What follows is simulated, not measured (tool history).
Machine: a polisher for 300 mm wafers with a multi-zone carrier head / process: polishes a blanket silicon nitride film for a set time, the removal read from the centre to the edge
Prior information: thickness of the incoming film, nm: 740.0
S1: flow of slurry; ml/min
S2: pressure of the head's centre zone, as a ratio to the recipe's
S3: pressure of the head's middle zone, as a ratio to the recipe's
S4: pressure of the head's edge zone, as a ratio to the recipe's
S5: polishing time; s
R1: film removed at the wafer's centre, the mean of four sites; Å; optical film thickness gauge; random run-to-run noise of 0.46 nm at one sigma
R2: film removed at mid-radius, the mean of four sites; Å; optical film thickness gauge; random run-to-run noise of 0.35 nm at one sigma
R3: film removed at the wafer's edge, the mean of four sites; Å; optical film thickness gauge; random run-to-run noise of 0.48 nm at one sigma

Run 1, hour 0: S1 265 ml/min, S2 1, S3 1, S4 1, S5 42 s. Result: R1 503.21 Å, R2 489.81 Å, R3 485.4 Å.
Run 2, hour 7.6: S1 265 ml/min, S2 1, S3 0.98, S4 1, S5 40 s. Result: R1 469.51 Å, R2 463.99 Å, R3 476.97 Å.
Run 3, hour 14.4: S1 265 ml/min, S2 1, S3 0.98, S4 1.06, S5 40 s. Result: R1 486.07 Å, R2 453.68 Å, R3 489.4 Å.
Run 4, hour 20.7: S1 265 ml/min, S2 1.01, S3 0.97, S4 1.05, S5 38 s. Result: R1 466.94 Å, R2 429.78 Å, R3 460.38 Å.
Run 5, hour 22.9: S1 220 ml/min, S2 1.01, S3 0.97, S4 1.05, S5 38 s. Result: R1 448.49 Å, R2 436.81 Å, R3 448.96 Å.
Run 6, hour 27.1: S1 220 ml/min, S2 0.94, S3 0.97, S4 1.05, S5 38 s. Result: R1 439.87 Å, R2 424.95 Å, R3 468.9 Å.
Run 7, hour 31.4: S1 225 ml/min, S2 0.95, S3 0.96, S4 1.05, S5 36 s. Result: R1 399.5 Å, R2 411.32 Å, R3 432.44 Å.

Run 8 is up next; what results do you expect?
Run 8, hour 32.5: S1 230 ml/min, S2 0.97, S3 0.95, S4 1.07, S5 34 s. Result: R1 ?, R2 ?, R3 ?.

{"run 8": {"R1": 391.2, "R2": 384.63, "R3": 410.34}}
